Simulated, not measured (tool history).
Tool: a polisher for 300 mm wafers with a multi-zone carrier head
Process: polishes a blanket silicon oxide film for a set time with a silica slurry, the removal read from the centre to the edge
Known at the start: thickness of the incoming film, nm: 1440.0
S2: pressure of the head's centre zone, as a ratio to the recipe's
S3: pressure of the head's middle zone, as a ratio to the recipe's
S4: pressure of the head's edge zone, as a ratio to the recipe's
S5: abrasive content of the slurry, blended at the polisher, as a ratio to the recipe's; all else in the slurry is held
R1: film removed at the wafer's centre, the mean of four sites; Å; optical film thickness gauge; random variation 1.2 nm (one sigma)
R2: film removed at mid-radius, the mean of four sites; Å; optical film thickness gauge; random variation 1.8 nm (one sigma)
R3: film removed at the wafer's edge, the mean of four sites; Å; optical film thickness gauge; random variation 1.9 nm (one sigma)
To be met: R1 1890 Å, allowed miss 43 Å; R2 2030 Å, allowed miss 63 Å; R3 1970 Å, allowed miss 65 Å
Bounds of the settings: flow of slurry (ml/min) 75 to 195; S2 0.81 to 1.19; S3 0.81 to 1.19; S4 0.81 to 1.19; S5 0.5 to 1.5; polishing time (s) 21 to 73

Run 1, hour 0: flow of slurry (ml/min) 125, S2 1, S3 1, S4 1, S5 1, polishing time (s) 47. Result: R1 1246.1 Å, R2 1238.7 Å, R3 1232.6 Å.
Run 2, hour 5: flow of slurry (ml/min) 125, S2 1.07, S3 1, S4 1, S5 1, polishing time (s) 47. Result: R1 1338.5 Å, R2 1242.2 Å, R3 1209.1 Å.
Run 3, hour 12.9: flow of slurry (ml/min) 100, S2 1.07, S3 1, S4 1, S5 1, polishing time (s) 47. Result: R1 1246 Å, R2 1168.2 Å, R3 1161.3 Å.
Run 4, hour 13.8: flow of slurry (ml/min) 100, S2 1.07, S3 1, S4 1, S5 1.1, polishing time (s) 47. Result: R1 1308.9 Å, R2 1237.7 Å, R3 1224.3 Å.
Run 5, hour 19.1: flow of slurry (ml/min) 110, S2 1.06, S3 1.01, S4 1.03, S5 1.15, polishing time (s) 48. Result: R1 1412.2 Å, R2 1318.5 Å, R3 1345.3 Å.
Run 6, hour 20.2: flow of slurry (ml/min) 120, S2 1.05, S3 1.04, S4 1.04, S5 1.2, polishing time (s) 48. Result: R1 1477 Å, R2 1427.3 Å, R3 1389.2 Å.
Run 7, hour 23.1: flow of slurry (ml/min) 130, S2 1.03, S3 1.05, S4 1.06, S5 1.25, polishing time (s) 48. Result: R1 1517.1 Å, R2 1474.1 Å, R3 1469.1 Å.
Run 8, hour 28.8: flow of slurry (ml/min) 135, S2 1.02, S3 1.07, S4 1.08, S5 1.3, polishing time (s) 48. Result: R1 1548 Å, R2 1556.6 Å, R3 1524.8 Å.
Run 9, hour 30.9: flow of slurry (ml/min) 140, S2 1.01, S3 1.08, S4 1.1, S5 1.35, polishing time (s) 48. Result: R1 1554.5 Å, R2 1615.7 Å, R3 1574.8 Å.
Run 10, hour 39: flow of slurry (ml/min) 175, S2 1.03, S3 1.11, S4 1.19, S5 1.5, polishing time (s) 53. Result: R1 1947.6 Å, R2 1981.4 Å, R3 1939.8 Å.

4 next moves are on the table. One of them brings every result within its allowed miss. Which?
Run A, hour 47.1: flow of slurry (ml/min) 160, S2 0.96, S3 1.08, S4 1.12, S5 1.5, polishing time (s) 56. Result: R1 ?, R2 ?, R3 ?.
Run B, hour 47.1: flow of slurry (ml/min) 195, S2 1.06, S3 1.06, S4 1.17, S5 1.5, polishing time (s) 52. Result: R1 ?, R2 ?, R3 ?.
Run C, hour 47.1: flow of slurry (ml/min) 195, S2 1.08, S3 1.13, S4 1.15, S5 1.4, polishing time (s) 55. Result: R1 ?, R2 ?, R3 ?.
Run D, hour 47.1: flow of slurry (ml/min) 175, S2 0.99, S3 1.06, S4 1.17, S5 1.4, polishing time (s) 58. Result: R1 ?, R2 ?, R3 ?.

move      R1      R2      R3
   A  1881.6  2030.4  1997.7
   B    2004  1923.3  1944.7
   C  2098.3  2065.3  1978.1
   D  1987.3    2048  2079.6
A: meets every target
B: further off than the last run
C: further off than the last run
D: further off than the last run
Move A is the one to make.
